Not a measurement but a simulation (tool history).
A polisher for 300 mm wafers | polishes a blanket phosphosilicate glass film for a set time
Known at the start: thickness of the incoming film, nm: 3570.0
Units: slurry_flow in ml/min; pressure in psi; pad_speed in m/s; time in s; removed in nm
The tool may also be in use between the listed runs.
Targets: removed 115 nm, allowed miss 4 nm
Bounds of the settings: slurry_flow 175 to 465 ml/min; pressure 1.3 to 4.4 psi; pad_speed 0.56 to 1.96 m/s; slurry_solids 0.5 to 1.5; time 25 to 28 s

Run 1, hour 0: slurry_flow 295 ml/min, pressure 2.8 psi, pad_speed 1.26 m/s, slurry_solids 1, time 28 s. Result: removed 221.16 nm.
Run 2, hour 3.8: slurry_flow 295 ml/min, pressure 2.8 psi, pad_speed 1.26 m/s, slurry_solids 0.85, time 28 s. Result: removed 203.16 nm.
Run 3, hour 4.5: slurry_flow 235 ml/min, pressure 2.8 psi, pad_speed 1.26 m/s, slurry_solids 0.85, time 28 s. Result: removed 195.59 nm.
Run 4, hour 9.1: slurry_flow 235 ml/min, pressure 2.8 psi, pad_speed 1.26 m/s, slurry_solids 0.65, time 28 s. Result: removed 165.69 nm.
Run 5, hour 12.2: slurry_flow 230 ml/min, pressure 2.6 psi, pad_speed 1.26 m/s, slurry_solids 0.65, time 28 s. Result: removed 158.89 nm.
Run 6, hour 18.5: slurry_flow 230 ml/min, pressure 2.6 psi, pad_speed 1.5 m/s, slurry_solids 0.65, time 28 s. Result: removed 180.75 nm.
Run 7, hour 23.7: slurry_flow 225 ml/min, pressure 2.3 psi, pad_speed 1.5 m/s, slurry_solids 0.65, time 28 s. Result: removed 155.99 nm.
Run 8, hour 30.8: slurry_flow 220 ml/min, pressure 2.1 psi, pad_speed 1.5 m/s, slurry_solids 0.65, time 28 s. Result: removed 146.39 nm.

5 next moves are on the table. One of them brings every result within its allowed miss. Which?
Run A, hour 37.9: slurry_flow 235 ml/min, pressure 1.5 psi, pad_speed 1.52 m/s, slurry_solids 0.75, time 25 s. Result: removed ?.
Run B, hour 37.9: slurry_flow 270 ml/min, pressure 2.6 psi, pad_speed 1.28 m/s, slurry_solids 0.5, time 25 s. Result: removed ?.
Run C, hour 37.9: slurry_flow 250 ml/min, pressure 1.9 psi, pad_speed 1.32 m/s, slurry_solids 0.65, time 25 s. Result: removed ?.
Run D, hour 37.9: slurry_flow 220 ml/min, pressure 2.1 psi, pad_speed 1.28 m/s, slurry_solids 0.6, time 25 s. Result: removed ?.
Run E, hour 37.9: slurry_flow 230 ml/min, pressure 1.7 psi, pad_speed 1.6 m/s, slurry_solids 0.75, time 25 s. Result: removed ?.

move  removed
   A   105.65
   B   116.19
   C   107.79
   D   107.81
   E   123.71
A: takes the result that was furthest off past its target
B: meets every target
C: takes the result that was furthest off past its target
D: takes the result that was furthest off past its target
E: nearer than the last run, and not there yet
The right move is B.

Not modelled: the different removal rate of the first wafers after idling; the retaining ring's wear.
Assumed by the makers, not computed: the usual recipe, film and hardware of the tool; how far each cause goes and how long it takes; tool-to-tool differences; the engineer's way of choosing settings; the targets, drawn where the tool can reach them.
